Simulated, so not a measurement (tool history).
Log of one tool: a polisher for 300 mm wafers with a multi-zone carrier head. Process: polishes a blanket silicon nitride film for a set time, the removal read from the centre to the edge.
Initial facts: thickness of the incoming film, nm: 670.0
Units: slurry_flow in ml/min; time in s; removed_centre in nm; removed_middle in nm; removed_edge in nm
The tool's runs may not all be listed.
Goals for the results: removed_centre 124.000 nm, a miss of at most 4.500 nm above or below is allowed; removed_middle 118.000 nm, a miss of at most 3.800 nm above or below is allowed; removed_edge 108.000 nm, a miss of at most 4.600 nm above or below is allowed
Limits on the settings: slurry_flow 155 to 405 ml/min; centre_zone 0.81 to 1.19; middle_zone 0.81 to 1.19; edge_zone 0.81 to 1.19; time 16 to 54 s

{"run": 1, "day": 0.0, "slurry_flow": 260, "centre_zone": 1.0, "middle_zone": 1.0, "edge_zone": 1.0, "time": 35, "removed_centre": 71.925, "removed_middle": 73.622, "removed_edge": 72.689}
{"run": 2, "day": 0.196, "slurry_flow": 260, "centre_zone": 1.0, "middle_zone": 1.0, "edge_zone": 1.08, "time": 35, "removed_centre": 72.643, "removed_middle": 73.739, "removed_edge": 79.589}
{"run": 3, "day": 0.538, "slurry_flow": 225, "centre_zone": 1.0, "middle_zone": 1.0, "edge_zone": 1.08, "time": 35, "removed_centre": 71.891, "removed_middle": 71.379, "removed_edge": 75.961}
{"run": 4, "day": 0.829, "slurry_flow": 235, "centre_zone": 1.05, "middle_zone": 1.04, "edge_zone": 1.07, "time": 38, "removed_centre": 83.287, "removed_middle": 81.065, "removed_edge": 83.077}
{"run": 5, "day": 1.017, "slurry_flow": 235, "centre_zone": 1.05, "middle_zone": 1.04, "edge_zone": 1.07, "time": 34, "removed_centre": 73.565, "removed_middle": 71.223, "removed_edge": 73.655}
{"run": 6, "day": 1.221, "slurry_flow": 235, "centre_zone": 1.05, "middle_zone": 1.11, "edge_zone": 1.07, "time": 34, "removed_centre": 71.684, "removed_middle": 75.578, "removed_edge": 74.554}
{"run": 7, "day": 1.421, "slurry_flow": 305, "centre_zone": 1.15, "middle_zone": 1.17, "edge_zone": 1.0, "time": 44, "removed_centre": 106.45, "removed_middle": 105.5, "removed_edge": 96.641}
{"run": 8, "day": 1.629, "slurry_flow": 310, "centre_zone": 1.16, "middle_zone": 1.17, "edge_zone": 1.0, "time": 45, "removed_centre": 111.67, "removed_middle": 110.92, "removed_edge": 95.544}
{"run": 9, "day": 1.658, "slurry_flow": 305, "centre_zone": 1.16, "middle_zone": 1.16, "edge_zone": 1.03, "time": 46, "removed_centre": 112.69, "removed_middle": 110.09, "removed_edge": 98.928}
{"run": 10, "day": 1.696, "slurry_flow": 305, "centre_zone": 1.16, "middle_zone": 1.15, "edge_zone": 1.04, "time": 47, "removed_centre": 115.2, "removed_middle": 110.28, "removed_edge": 104.02}

Consider the 4 candidate settings below. Which is the only one whose results all fall within their allowed miss of target?
{"run": "A", "day": 1.733, "slurry_flow": 325, "centre_zone": 1.19, "middle_zone": 1.12, "edge_zone": 1.11, "time": 42, "removed_centre": "?", "removed_middle": "?", "removed_edge": "?"}
{"run": "B", "day": 1.733, "slurry_flow": 375, "centre_zone": 1.19, "middle_zone": 1.04, "edge_zone": 0.96, "time": 49, "removed_centre": "?", "removed_middle": "?", "removed_edge": "?"}
{"run": "C", "day": 1.733, "slurry_flow": 250, "centre_zone": 1.17, "middle_zone": 1.12, "edge_zone": 0.98, "time": 51, "removed_centre": "?", "removed_middle": "?", "removed_edge": "?"}
{"run": "D", "day": 1.733, "slurry_flow": 300, "centre_zone": 1.02, "middle_zone": 1.15, "edge_zone": 1.04, "time": 47, "removed_centre": "?", "removed_middle": "?", "removed_edge": "?"}

move=A removed_centre=106.540 removed_middle=97.765 removed_edge=97.648
move=B removed_centre=125.970 removed_middle=108.440 removed_edge=107.240
move=C removed_centre=123.130 removed_middle=115.340 removed_edge=109.050
move=D removed_centre=101.210 removed_middle=111.140 removed_edge=105.080
A: the biggest miss grows against the last run
B: the biggest miss grows against the last run
C: every result within its allowed miss
D: the biggest miss grows against the last run
Correct choice: C, which meets every target
